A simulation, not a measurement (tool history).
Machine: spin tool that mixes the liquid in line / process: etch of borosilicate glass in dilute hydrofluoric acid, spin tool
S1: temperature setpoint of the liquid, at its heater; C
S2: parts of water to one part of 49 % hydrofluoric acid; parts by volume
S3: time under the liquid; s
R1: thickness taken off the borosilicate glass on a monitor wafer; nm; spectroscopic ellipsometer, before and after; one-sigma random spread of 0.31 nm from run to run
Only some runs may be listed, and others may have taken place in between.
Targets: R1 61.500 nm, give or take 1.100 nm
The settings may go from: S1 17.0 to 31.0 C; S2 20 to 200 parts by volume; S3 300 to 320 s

| run | hour | S1 | S2 | S3 | R1 |
|---|---|---|---|---|---|
| 1 | 0.0 | 23.0 | 110 | 300 | 66.723 |
| 2 | 4.3 | 23.0 | 85 | 300 | 88.622 |
| 3 | 12.8 | 24.5 | 85 | 300 | 94.497 |
| 4 | 19.2 | 22.5 | 90 | 300 | 81.378 |
| 5 | 22.8 | 22.5 | 90 | 300 | 81.880 |
| 6 | 24.0 | 22.5 | 90 | 320 | 87.163 |
| 7 | 30.1 | 21.0 | 90 | 320 | 82.776 |
| 8 | 32.8 | 20.0 | 95 | 320 | 73.391 |
| 9 | 39.1 | 19.0 | 95 | 320 | 70.400 |
| 10 | 44.4 | 18.5 | 95 | 320 | 68.869 |
| 11 | 53.4 | 18.0 | 95 | 320 | 68.426 |
| 12 | 56.0 | 17.5 | 95 | 320 | 66.120 |

Which one of the following 5 next-run settings gets every result inside its allowed miss? There is exactly one.
| A | 58.6 | 17.0 | 85 | 320 | ? |
| B | 58.6 | 23.0 | 125 | 305 | ? |
| C | 58.6 | 18.0 | 100 | 315 | ? |
| D | 58.6 | 17.5 | 100 | 320 | ? |
| E | 58.6 | 17.0 | 95 | 300 | ? |

| move | R1 |
|---|---|
| A | 73.493 |
| B | 58.252 |
| C | 63.127 |
| D | 62.799 |
| E | 61.000 |
A: the biggest miss grows against the last run
B: the result that was furthest off in the last run now lies on the other side of its target
C: better than the last run, though not everything is in spec
D: better than the last run, though not everything is in spec
E: hits every target within its allowed miss
The right move is E.

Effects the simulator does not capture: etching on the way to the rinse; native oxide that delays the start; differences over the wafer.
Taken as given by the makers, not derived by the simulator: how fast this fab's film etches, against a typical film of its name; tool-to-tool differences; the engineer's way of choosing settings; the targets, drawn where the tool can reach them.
